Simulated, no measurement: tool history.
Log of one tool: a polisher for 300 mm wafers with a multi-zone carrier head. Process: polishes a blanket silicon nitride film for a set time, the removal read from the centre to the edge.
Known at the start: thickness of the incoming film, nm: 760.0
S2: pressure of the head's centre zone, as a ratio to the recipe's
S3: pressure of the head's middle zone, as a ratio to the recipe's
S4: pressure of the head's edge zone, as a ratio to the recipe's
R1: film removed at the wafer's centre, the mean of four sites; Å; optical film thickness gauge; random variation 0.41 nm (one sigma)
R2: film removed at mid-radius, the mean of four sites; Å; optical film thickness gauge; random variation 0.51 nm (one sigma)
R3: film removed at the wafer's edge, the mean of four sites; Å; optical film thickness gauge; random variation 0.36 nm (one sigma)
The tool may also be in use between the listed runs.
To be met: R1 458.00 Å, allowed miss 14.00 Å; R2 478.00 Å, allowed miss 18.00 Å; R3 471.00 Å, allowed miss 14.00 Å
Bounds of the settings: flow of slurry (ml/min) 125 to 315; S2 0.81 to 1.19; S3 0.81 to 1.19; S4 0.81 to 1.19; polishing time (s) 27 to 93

{"run": 1, "hour": 0.0, "flow of slurry (ml/min)": 205, "S2": 1.0, "S3": 1.0, "S4": 1.0, "polishing time (s)": 59, "R1": 856.9, "R2": 846.14, "R3": 845.64}
{"run": 2, "hour": 3.8, "flow of slurry (ml/min)": 200, "S2": 0.98, "S3": 0.99, "S4": 0.97, "polishing time (s)": 53, "R1": 764.51, "R2": 755.71, "R3": 750.84}
{"run": 3, "hour": 8.8, "flow of slurry (ml/min)": 195, "S2": 0.96, "S3": 0.98, "S4": 0.95, "polishing time (s)": 49, "R1": 681.42, "R2": 690.98, "R3": 686.87}
{"run": 4, "hour": 11.9, "flow of slurry (ml/min)": 195, "S2": 0.9, "S3": 0.98, "S4": 0.95, "polishing time (s)": 49, "R1": 643.96, "R2": 698.91, "R3": 683.92}
{"run": 5, "hour": 12.9, "flow of slurry (ml/min)": 190, "S2": 0.9, "S3": 0.97, "S4": 0.93, "polishing time (s)": 46, "R1": 605.38, "R2": 649.19, "R3": 634.01}
{"hour": 14.8, "done": "worn pad replaced by a new one"}
{"run": 6, "hour": 14.8, "flow of slurry (ml/min)": 185, "S2": 0.89, "S3": 0.96, "S4": 0.91, "polishing time (s)": 44, "R1": 603.1, "R2": 649.14, "R3": 632.58}
{"run": 7, "hour": 15.4, "flow of slurry (ml/min)": 180, "S2": 0.91, "S3": 0.97, "S4": 0.93, "polishing time (s)": 41, "R1": 573.42, "R2": 602.98, "R3": 596.28}
{"run": 8, "hour": 17.1, "flow of slurry (ml/min)": 180, "S2": 0.9, "S3": 0.96, "S4": 0.92, "polishing time (s)": 39, "R1": 543.96, "R2": 573.51, "R3": 574.02}
{"run": 9, "hour": 23.2, "flow of slurry (ml/min)": 180, "S2": 0.9, "S3": 0.96, "S4": 0.91, "polishing time (s)": 37, "R1": 520.47, "R2": 548.44, "R3": 537.19}
{"run": 10, "hour": 27.2, "flow of slurry (ml/min)": 180, "S2": 0.9, "S3": 0.95, "S4": 0.9, "polishing time (s)": 36, "R1": 499.12, "R2": 521.57, "R3": 528.35}
{"run": 11, "hour": 33.5, "flow of slurry (ml/min)": 180, "S2": 0.9, "S3": 0.95, "S4": 0.89, "polishing time (s)": 35, "R1": 488.75, "R2": 502.02, "R3": 506.69}
{"run": 12, "hour": 34.7, "flow of slurry (ml/min)": 180, "S2": 0.89, "S3": 0.95, "S4": 0.88, "polishing time (s)": 35, "R1": 475.52, "R2": 511.08, "R3": 508.43}
{"run": 13, "hour": 40.6, "flow of slurry (ml/min)": 180, "S2": 0.9, "S3": 0.95, "S4": 0.87, "polishing time (s)": 35, "R1": 477.99, "R2": 508.14, "R3": 497.34}
{"run": 14, "hour": 42.3, "flow of slurry (ml/min)": 180, "S2": 0.9, "S3": 0.94, "S4": 0.86, "polishing time (s)": 35, "R1": 484.37, "R2": 503.93, "R3": 487.71}
{"run": 15, "hour": 43.1, "flow of slurry (ml/min)": 180, "S2": 0.89, "S3": 0.93, "S4": 0.86, "polishing time (s)": 35, "R1": 476.0, "R2": 504.16, "R3": 496.21}
{"run": 16, "hour": 47.3, "flow of slurry (ml/min)": 180, "S2": 0.89, "S3": 0.92, "S4": 0.85, "polishing time (s)": 35, "R1": 485.61, "R2": 502.46, "R3": 494.2}

5 next moves are on the table. One of them brings every result within its allowed miss. Which?
{"run": "A", "hour": 51.5, "flow of slurry (ml/min)": 130, "S2": 0.85, "S3": 0.96, "S4": 0.91, "polishing time (s)": 36, "R1": "?", "R2": "?", "R3": "?"}
{"run": "B", "hour": 51.5, "flow of slurry (ml/min)": 220, "S2": 0.92, "S3": 0.85, "S4": 0.92, "polishing time (s)": 36, "R1": "?", "R2": "?", "R3": "?"}
{"run": "C", "hour": 51.5, "flow of slurry (ml/min)": 125, "S2": 0.9, "S3": 0.94, "S4": 0.86, "polishing time (s)": 34, "R1": "?", "R2": "?", "R3": "?"}
{"run": "D", "hour": 51.5, "flow of slurry (ml/min)": 170, "S2": 0.9, "S3": 0.81, "S4": 0.96, "polishing time (s)": 35, "R1": "?", "R2": "?", "R3": "?"}
{"run": "E", "hour": 51.5, "flow of slurry (ml/min)": 175, "S2": 0.9, "S3": 0.94, "S4": 0.81, "polishing time (s)": 38, "R1": "?", "R2": "?", "R3": "?"}

move=A R1=463.06 R2=512.20 R3=511.27
move=B R1=527.47 R2=489.29 R3=532.25
move=C R1=461.44 R2=474.34 R3=469.53
move=D R1=489.22 R2=449.12 R3=519.49
move=E R1=533.09 R2=546.13 R3=522.28
A: brings the result that was furthest off to its target, and leaves another outside
B: further off than the last run
C: meets every target
D: further off than the last run
E: further off than the last run
Answer: C
